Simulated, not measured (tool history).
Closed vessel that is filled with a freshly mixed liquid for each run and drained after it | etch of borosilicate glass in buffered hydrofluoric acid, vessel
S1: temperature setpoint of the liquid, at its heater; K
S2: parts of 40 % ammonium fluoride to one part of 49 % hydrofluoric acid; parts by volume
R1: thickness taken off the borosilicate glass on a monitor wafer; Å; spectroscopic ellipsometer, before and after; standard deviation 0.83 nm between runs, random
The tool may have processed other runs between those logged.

Run 1, hour 0.0: S1 294.15 K, S2 21.0 parts by volume, time in the liquid (s) 95. Result: R1 545.62 Å.
Run 2, hour 6.8: S1 290.65 K, S2 21.0 parts by volume, time in the liquid (s) 95. Result: R1 460.31 Å.
Run 3, hour 12.5: S1 292.15 K, S2 19.5 parts by volume, time in the liquid (s) 95. Result: R1 522.15 Å.
Run 4, hour 15.1: S1 293.15 K, S2 18.5 parts by volume, time in the liquid (s) 95. Result: R1 588.77 Å.
Run 5, hour 23.2: S1 293.15 K, S2 18.5 parts by volume, time in the liquid (s) 100. Result: R1 614.46 Å.
Run 6, hour 27.3: S1 293.15 K, S2 21.0 parts by volume, time in the liquid (s) 100. Result: R1 556.65 Å.
Run 7, hour 32.0: S1 294.15 K, S2 20.0 parts by volume, time in the liquid (s) 100. Result: R1 608.06 Å.

Forecast run 8:
Run 8, hour 37.0: S1 298.15 K, S2 13.0 parts by volume, time in the liquid (s) 100. Result: R1 ?.

{"run 8": {"R1": 1137.4}}
